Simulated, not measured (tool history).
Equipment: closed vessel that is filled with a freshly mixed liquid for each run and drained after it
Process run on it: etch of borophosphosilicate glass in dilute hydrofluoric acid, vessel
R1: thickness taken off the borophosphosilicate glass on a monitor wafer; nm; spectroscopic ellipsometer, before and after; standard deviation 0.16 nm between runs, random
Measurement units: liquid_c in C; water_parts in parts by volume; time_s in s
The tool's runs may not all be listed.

{"run": 1, "hour": 0.0, "liquid_c": 22, "water_parts": 125, "time_s": 30, "R1": 9.2717}
{"run": 2, "hour": 5.5, "liquid_c": 22, "water_parts": 125, "time_s": 30, "R1": 9.2756}
{"run": 3, "hour": 9.8, "liquid_c": 22, "water_parts": 165, "time_s": 30, "R1": 6.8418}
{"run": 4, "hour": 14.0, "liquid_c": 18.5, "water_parts": 165, "time_s": 30, "R1": 5.8914}
{"run": 5, "hour": 21.0, "liquid_c": 18.5, "water_parts": 190, "time_s": 30, "R1": 5.0208}
{"run": 6, "hour": 23.5, "liquid_c": 18.5, "water_parts": 215, "time_s": 30, "R1": 4.3229}

For run 7, what comes out?
{"run": 7, "hour": 26.2, "liquid_c": 22, "water_parts": 175, "time_s": 30, "R1": "?"}

For run 7 the tool returned R1 6.4391 nm.
